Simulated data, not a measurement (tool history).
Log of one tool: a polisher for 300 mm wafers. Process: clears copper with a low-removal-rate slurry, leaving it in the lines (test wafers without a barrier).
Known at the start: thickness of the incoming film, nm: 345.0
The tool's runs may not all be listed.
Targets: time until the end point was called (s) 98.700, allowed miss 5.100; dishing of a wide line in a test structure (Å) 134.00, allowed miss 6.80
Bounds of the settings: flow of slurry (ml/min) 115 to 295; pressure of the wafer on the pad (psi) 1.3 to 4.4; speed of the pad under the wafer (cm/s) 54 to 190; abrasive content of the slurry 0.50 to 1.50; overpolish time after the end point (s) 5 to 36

run,hour,flow of slurry (ml/min),pressure of the wafer on the pad (psi),speed of the pad under the wafer (cm/s),abrasive content of the slurry,overpolish time after the end point (s),time until the end point was called (s),dishing of a wide line in a test structure (Å)
1,0.0,190,2.8,122,1.00,18,113.080,343.81
2,8.9,190,2.6,130,1.00,15,117.760,304.06
3,13.9,190,2.6,130,1.00,9,115.000,199.14
4,21.0,190,2.6,130,1.00,13,116.350,273.32
5,22.9,200,2.9,118,1.00,12,114.060,265.42
6,31.5,200,3.2,118,1.00,12,105.070,279.42
7,35.3,185,2.9,132,1.00,11,103.660,255.73
8,42.9,170,2.7,144,0.90,10,105.930,235.72

Which of these 5 next moves meets every target?
A,50.5,160,2.8,148,0.95,5,?,?
B,50.5,190,2.5,140,0.95,5,?,?
C,50.5,225,2.4,188,1.00,5,?,?
D,50.5,180,2.7,134,0.85,5,?,?
E,50.5,190,2.5,140,1.00,5,?,?

move,time until the end point was called (s),dishing of a wide line in a test structure (Å)
A,95.475,133.41
B,109.260,117.48
C,82.373,152.29
D,109.100,117.78
E,108.140,118.61
A: meets every target
B: takes the result that was furthest off past its target
C: nearer than the last run, and not there yet
D: takes the result that was furthest off past its target
E: takes the result that was furthest off past its target
Move A is the one to make.
